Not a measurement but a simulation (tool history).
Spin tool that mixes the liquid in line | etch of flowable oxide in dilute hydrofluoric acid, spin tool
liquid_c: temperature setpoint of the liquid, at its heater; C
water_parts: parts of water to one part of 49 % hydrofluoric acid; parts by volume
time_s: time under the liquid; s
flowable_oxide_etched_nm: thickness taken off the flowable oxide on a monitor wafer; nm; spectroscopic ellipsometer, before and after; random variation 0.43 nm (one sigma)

run  hour  liquid_c  water_parts  time_s  flowable_oxide_etched_nm
  1     0        24          255     170                    17.524
  2   5.4        24          255     180                    18.283
  3  10.6      25.5          220     180                    23.279
  4  15.8      23.5          220     180                    21.699
  5  18.9      23.5          220     170                     20.56
  6  26.2      23.5          220     170                    20.634
  7  29.4        25          190     170                    25.925
  8  31.3        26          165     170                    31.831
  9  37.4        27          145     170                    38.249
 10  44.3        28          130     170                     45.57
 11  47.5      28.5          120     170                    50.778
 12  55.3        29          115     170                    54.492

Forecast run 13:
 13  62.5      29.5          110     170                         ?

Run 13 gave flowable_oxide_etched_nm 58.14 nm.

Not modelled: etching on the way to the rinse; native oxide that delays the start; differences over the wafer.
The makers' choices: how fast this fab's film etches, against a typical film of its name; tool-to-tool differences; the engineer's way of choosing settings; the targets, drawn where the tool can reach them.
